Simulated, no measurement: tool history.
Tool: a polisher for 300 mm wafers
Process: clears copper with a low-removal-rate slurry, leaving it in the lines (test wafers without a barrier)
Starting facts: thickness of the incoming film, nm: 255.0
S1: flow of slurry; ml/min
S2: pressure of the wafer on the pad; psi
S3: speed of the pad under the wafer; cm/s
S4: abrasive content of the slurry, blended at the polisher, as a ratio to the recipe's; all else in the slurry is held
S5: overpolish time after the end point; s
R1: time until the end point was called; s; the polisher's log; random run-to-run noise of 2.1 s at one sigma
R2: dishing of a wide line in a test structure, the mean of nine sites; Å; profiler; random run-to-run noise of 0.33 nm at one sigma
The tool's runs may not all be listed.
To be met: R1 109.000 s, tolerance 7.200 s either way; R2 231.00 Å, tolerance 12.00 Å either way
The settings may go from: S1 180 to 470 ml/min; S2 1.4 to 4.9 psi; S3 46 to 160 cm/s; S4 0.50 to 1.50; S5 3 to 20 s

| run | hour | S1 | S2 | S3 | S4 | S5 | R1 | R2 |
|---|---|---|---|---|---|---|---|---|
| 1 | 0.0 | 300 | 3.1 | 102 | 1.00 | 10 | 75.587 | 211.81 |
| 2 | 2.6 | 300 | 2.9 | 102 | 1.00 | 11 | 77.185 | 213.45 |
| 3 | 5.8 | 300 | 2.9 | 120 | 1.00 | 11 | 68.069 | 246.31 |
| 4 | 13.6 | 300 | 2.9 | 108 | 1.00 | 11 | 75.368 | 230.14 |
| 5 | 20.1 | 300 | 2.9 | 128 | 1.00 | 11 | 67.038 | 261.70 |
| 6 | 21.7 | 300 | 2.9 | 128 | 0.90 | 11 | 69.717 | 248.70 |
| 7 | 28.9 | 300 | 2.7 | 128 | 0.90 | 12 | 72.062 | 255.24 |
| 8 | 37.3 | 300 | 2.5 | 126 | 0.90 | 13 | 80.424 | 248.01 |
| 9 | 43.0 | 300 | 2.4 | 126 | 0.90 | 14 | 86.580 | 252.63 |

Which single option among these 5 for the next run brings every result within its allowed miss of target? Just one does.
| A | 48.7 | 270 | 2.2 | 112 | 0.75 | 16 | ? | ? |
| B | 48.7 | 205 | 3.0 | 124 | 0.80 | 11 | ? | ? |
| C | 48.7 | 260 | 3.0 | 138 | 0.85 | 9 | ? | ? |
| D | 48.7 | 315 | 3.0 | 140 | 0.90 | 9 | ? | ? |
| E | 48.7 | 365 | 2.4 | 134 | 0.75 | 13 | ? | ? |

| move | R1 | R2 |
|---|---|---|
| A | 110.760 | 230.75 |
| B | 76.047 | 234.04 |
| C | 66.042 | 221.78 |
| D | 62.815 | 232.04 |
| E | 85.197 | 243.19 |
A: all results land within tolerance of their targets
B: lands further from the targets than the last run did
C: lands further from the targets than the last run did
D: lands further from the targets than the last run did
E: lands further from the targets than the last run did
The move that meets every target is A.

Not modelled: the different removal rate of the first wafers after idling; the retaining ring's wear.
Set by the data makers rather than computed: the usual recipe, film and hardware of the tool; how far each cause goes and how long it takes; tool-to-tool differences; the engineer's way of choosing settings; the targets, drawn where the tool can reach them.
